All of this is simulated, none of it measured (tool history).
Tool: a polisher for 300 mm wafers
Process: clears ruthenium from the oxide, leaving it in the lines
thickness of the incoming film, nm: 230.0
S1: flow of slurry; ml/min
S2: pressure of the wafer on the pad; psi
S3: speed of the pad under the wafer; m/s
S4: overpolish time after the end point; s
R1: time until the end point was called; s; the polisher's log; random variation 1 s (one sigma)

run 1 day=0 | S1=265 S2=2.4 S3=1.16 S4=11 | R1=148.53
run 2 day=0.354 | S1=265 S2=2.6 S3=1.16 S4=11 | R1=140.3
run 3 day=0.542 | S1=290 S2=2.6 S3=1.16 S4=11 | R1=138.79
run 4 day=0.675 | S1=330 S2=2.6 S3=1.16 S4=11 | R1=140.16
run 5 day=0.888 | S1=330 S2=2.8 S3=1.16 S4=11 | R1=131.72
run 6 day=1.196 | S1=330 S2=3 S3=1.16 S4=11 | R1=122.43

Forecast run 7:
run 7 day=1.279 | S1=330 S2=3 S3=1.16 S4=11 | R1=?

R1: 122.95 s
